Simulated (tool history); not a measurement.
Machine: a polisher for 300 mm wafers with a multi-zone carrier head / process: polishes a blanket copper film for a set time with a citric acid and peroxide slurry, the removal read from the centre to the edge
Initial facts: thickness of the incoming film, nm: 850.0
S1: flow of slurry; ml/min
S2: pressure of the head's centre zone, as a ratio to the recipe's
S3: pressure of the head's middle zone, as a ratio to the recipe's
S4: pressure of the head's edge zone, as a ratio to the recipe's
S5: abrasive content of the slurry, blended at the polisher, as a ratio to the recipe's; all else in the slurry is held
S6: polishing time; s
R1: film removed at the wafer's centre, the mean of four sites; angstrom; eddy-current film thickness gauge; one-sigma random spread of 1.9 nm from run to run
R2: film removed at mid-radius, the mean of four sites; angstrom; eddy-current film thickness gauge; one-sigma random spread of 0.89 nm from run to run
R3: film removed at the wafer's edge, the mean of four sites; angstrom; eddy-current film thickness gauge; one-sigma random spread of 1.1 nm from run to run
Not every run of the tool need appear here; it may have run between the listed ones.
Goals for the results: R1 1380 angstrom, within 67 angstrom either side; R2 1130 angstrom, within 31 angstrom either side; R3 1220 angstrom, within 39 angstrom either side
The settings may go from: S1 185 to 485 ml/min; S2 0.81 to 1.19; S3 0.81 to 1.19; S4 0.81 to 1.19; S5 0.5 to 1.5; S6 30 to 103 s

run,hour,S1,S2,S3,S4,S5,S6,R1,R2,R3
1,0,310,1,1,1,1,66,1823.6,1795.4,1792.8
2,6,310,1,1.04,1,1,66,1838.1,1882.4,1795.5
3,10,310,1.01,1.01,0.98,0.95,64,1800.5,1761.9,1701.2
4,12.7,310,1.01,1.01,0.92,0.95,64,1789.8,1757.3,1661.7
5,18.7,310,1.01,0.99,0.91,0.9,62,1746.9,1651,1555.1
6,23.9,230,1.01,0.99,0.91,0.9,62,1674.7,1600.8,1560.5
7,25.4,230,1.01,0.99,0.91,0.9,62,1601.2,1617.2,1536.9
8,32.2,235,1.01,0.97,0.91,0.85,61,1561,1524.2,1503.2
9,38,245,1.02,0.95,0.9,0.8,60,1589,1463.5,1452.3
10,45.4,245,1.02,0.93,0.89,0.75,59,1529.9,1407.8,1406.6
11,49.2,230,1.08,0.83,0.86,0.5,53,1305.6,1011.2,1091.4
12,54.6,240,1.08,0.84,0.87,0.5,53,1294.2,1021.7,1106.6

Which of these 5 next moves meets every target?
A,60,235,0.97,0.9,0.95,0.5,54,?,?,?
B,60,305,1.1,1.04,0.88,0.5,47,?,?,?
C,60,215,1.1,0.89,0.95,0.5,56,?,?,?
D,60,185,1.07,0.86,0.85,0.5,51,?,?,?
E,60,250,1.09,0.91,0.83,0.5,55,?,?,?

move,R1,R2,R3
A,1192.8,1116.8,1175.9
B,1210.5,1122.8,1006.1
C,1390.1,1136.6,1211.5
D,1208.9,990.35,1040
E,1375.5,1154.2,1135.9
A: the furthest-off result lands on target, but another misses its tolerance
B: the furthest-off result lands on target, but another misses its tolerance
C: all results in spec
D: moves away from the targets compared with the last run
E: the furthest-off result lands on target, but another misses its tolerance
C meets every target.
